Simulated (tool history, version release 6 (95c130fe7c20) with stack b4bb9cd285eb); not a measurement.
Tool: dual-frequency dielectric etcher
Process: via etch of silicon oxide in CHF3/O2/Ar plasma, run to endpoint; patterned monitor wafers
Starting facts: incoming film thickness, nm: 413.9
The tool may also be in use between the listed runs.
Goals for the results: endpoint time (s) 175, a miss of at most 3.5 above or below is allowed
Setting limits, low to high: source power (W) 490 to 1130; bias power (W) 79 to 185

run,hour,source power (W),bias power (W),endpoint time (s)
1,0,810,132,191.28
2,6.5,830,133,187.88
3,11.7,930,133,181.46
4,12.8,850,133,186.7
5,19.9,870,134,184.03
6,28.6,870,114,197.79
7,34.6,900,116,192.76
8,41.4,1060,122,179.57
9,48.2,1070,122,179.15

Which single option among these 5 for the next run brings every result within its allowed miss of target? Just one does.
A,55,1130,126,?
B,55,930,127,?
C,55,1000,116,?
D,55,1000,120,?
E,55,1030,117,?

move,endpoint time (s)
A,173.05
B,183.57
C,185.71
D,183.34
E,183.36
A: all results in spec
B: moves away from the targets compared with the last run
C: moves away from the targets compared with the last run
D: moves away from the targets compared with the last run
E: moves away from the targets compared with the last run
Answer: A
